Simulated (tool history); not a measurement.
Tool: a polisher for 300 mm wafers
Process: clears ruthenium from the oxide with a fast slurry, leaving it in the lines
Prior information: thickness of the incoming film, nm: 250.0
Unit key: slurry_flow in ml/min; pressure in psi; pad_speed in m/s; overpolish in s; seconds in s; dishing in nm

| run | hour | slurry_flow | pressure | pad_speed | slurry_solids | overpolish | seconds | dishing |
|---|---|---|---|---|---|---|---|---|
| 1 | 0 | 130 | 3.2 | 1 | 1 | 29 | 54.775 | 96.69 |
| 2 | 8.4 | 140 | 3.5 | 1 | 1 | 32 | 50.933 | 110.66 |
| 3 | 10.9 | 140 | 3.5 | 1.16 | 1 | 32 | 44.644 | 127.26 |
| 4 | 12 | 140 | 3.6 | 1.16 | 1 | 34 | 43.582 | 134.86 |
| 5 | 14.7 | 140 | 3.6 | 0.96 | 1 | 34 | 51.441 | 117.83 |
| 6 | 15.8 | 140 | 3.9 | 0.96 | 1 | 35 | 47.265 | 127.75 |
| 7 | 20.9 | 140 | 4.1 | 0.96 | 1 | 36 | 45.949 | 131.5 |

Run 8 has not been measured yet. What should we expect?
| 8 | 25.2 | 145 | 4.2 | 0.96 | 1 | 37 | ? | ? |

{"run 8": {"seconds": 43.756, "dishing": 131.32}}

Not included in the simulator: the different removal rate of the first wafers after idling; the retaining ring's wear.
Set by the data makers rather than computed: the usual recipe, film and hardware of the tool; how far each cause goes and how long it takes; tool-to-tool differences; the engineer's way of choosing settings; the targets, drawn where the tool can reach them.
